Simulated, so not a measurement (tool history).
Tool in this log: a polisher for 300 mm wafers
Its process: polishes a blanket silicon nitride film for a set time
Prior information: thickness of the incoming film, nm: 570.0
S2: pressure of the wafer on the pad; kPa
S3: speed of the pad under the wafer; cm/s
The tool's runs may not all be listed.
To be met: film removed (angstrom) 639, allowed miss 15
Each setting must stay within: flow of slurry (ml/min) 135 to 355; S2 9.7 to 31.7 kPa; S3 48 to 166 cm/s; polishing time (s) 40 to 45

Run 1, day 0: flow of slurry (ml/min) 225, S2 20.7 kPa, S3 106 cm/s, polishing time (s) 45. Result: film removed (angstrom) 792.66.
Run 2, day 0.333: flow of slurry (ml/min) 220, S2 20 kPa, S3 106 cm/s, polishing time (s) 45. Result: film removed (angstrom) 783.44.
Run 3, day 0.692: flow of slurry (ml/min) 220, S2 20 kPa, S3 106 cm/s, polishing time (s) 40. Result: film removed (angstrom) 679.71.
Run 4, day 0.875: flow of slurry (ml/min) 165, S2 20 kPa, S3 106 cm/s, polishing time (s) 40. Result: film removed (angstrom) 661.19.
Run 5, day 1.088: flow of slurry (ml/min) 165, S2 20 kPa, S3 116 cm/s, polishing time (s) 40. Result: film removed (angstrom) 705.84.
Run 6, day 1.454: flow of slurry (ml/min) 220, S2 20 kPa, S3 116 cm/s, polishing time (s) 40. Result: film removed (angstrom) 734.33.
Run 7, day 1.808: flow of slurry (ml/min) 215, S2 20 kPa, S3 116 cm/s, polishing time (s) 40. Result: film removed (angstrom) 730.04.
Run 8, day 1.962: flow of slurry (ml/min) 210, S2 20 kPa, S3 116 cm/s, polishing time (s) 40. Result: film removed (angstrom) 740.79.
Run 9, day 2.079: flow of slurry (ml/min) 205, S2 20 kPa, S3 116 cm/s, polishing time (s) 40. Result: film removed (angstrom) 741.3.
Run 10, day 2.108: flow of slurry (ml/min) 200, S2 20 kPa, S3 116 cm/s, polishing time (s) 40. Result: film removed (angstrom) 727.08.

5 candidate next runs follow, results not yet known. Just one meets every target within its allowed miss. Identify it.
Run A, day 2.138: flow of slurry (ml/min) 180, S2 20 kPa, S3 132 cm/s, polishing time (s) 45. Result: film removed (angstrom) ?.
Run B, day 2.138: flow of slurry (ml/min) 170, S2 21.4 kPa, S3 126 cm/s, polishing time (s) 41. Result: film removed (angstrom) ?.
Run C, day 2.138: flow of slurry (ml/min) 145, S2 20.7 kPa, S3 96 cm/s, polishing time (s) 41. Result: film removed (angstrom) ?.
Run D, day 2.138: flow of slurry (ml/min) 220, S2 20 kPa, S3 122 cm/s, polishing time (s) 42. Result: film removed (angstrom) ?.
Run E, day 2.138: flow of slurry (ml/min) 145, S2 18.6 kPa, S3 120 cm/s, polishing time (s) 41. Result: film removed (angstrom) ?.

move  film removed (angstrom)
   A                   894.99
   B                   821.11
   C                    636.2
   D                   804.44
   E                   698.31
A: the biggest miss grows against the last run
B: the biggest miss grows against the last run
C: every result within its allowed miss
D: the biggest miss grows against the last run
E: gains on the last run, yet a result remains outside its allowed miss
The right move is C.
